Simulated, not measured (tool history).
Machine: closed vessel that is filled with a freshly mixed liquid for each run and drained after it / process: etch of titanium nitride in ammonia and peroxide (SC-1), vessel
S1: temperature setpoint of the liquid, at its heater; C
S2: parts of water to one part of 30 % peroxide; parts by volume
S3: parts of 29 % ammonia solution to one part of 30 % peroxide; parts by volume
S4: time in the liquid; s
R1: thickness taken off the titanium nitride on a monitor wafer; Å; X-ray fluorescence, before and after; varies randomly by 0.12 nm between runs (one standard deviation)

{"run": 1, "day": 0.0, "S1": 50, "S2": 8, "S3": 0.5, "S4": 300, "R1": 246.03}
{"run": 2, "day": 0.283, "S1": 49.5, "S2": 8, "S3": 0.5, "S4": 300, "R1": 242.99}
{"run": 3, "day": 0.458, "S1": 49.5, "S2": 8, "S3": 0.5, "S4": 325, "R1": 256.99}
{"run": 4, "day": 0.812, "S1": 49, "S2": 8, "S3": 0.5, "S4": 325, "R1": 248.67}
{"run": 5, "day": 1.088, "S1": 49, "S2": 8, "S3": 0.4, "S4": 325, "R1": 240.98}
{"run": 6, "day": 1.425, "S1": 48.5, "S2": 8, "S3": 0.4, "S4": 325, "R1": 229.74}
{"run": 7, "day": 1.775, "S1": 48, "S2": 8, "S3": 0.4, "S4": 325, "R1": 223.35}
{"run": 8, "day": 1.946, "S1": 47, "S2": 8, "S3": 0.4, "S4": 325, "R1": 210.93}

The next listed run, before its measurement:
{"run": 9, "day": 1.996, "S1": 46.5, "S2": 8, "S3": 0.4, "S4": 325, "R1": "?"}

Run 9 measured R1 200.93 Å.
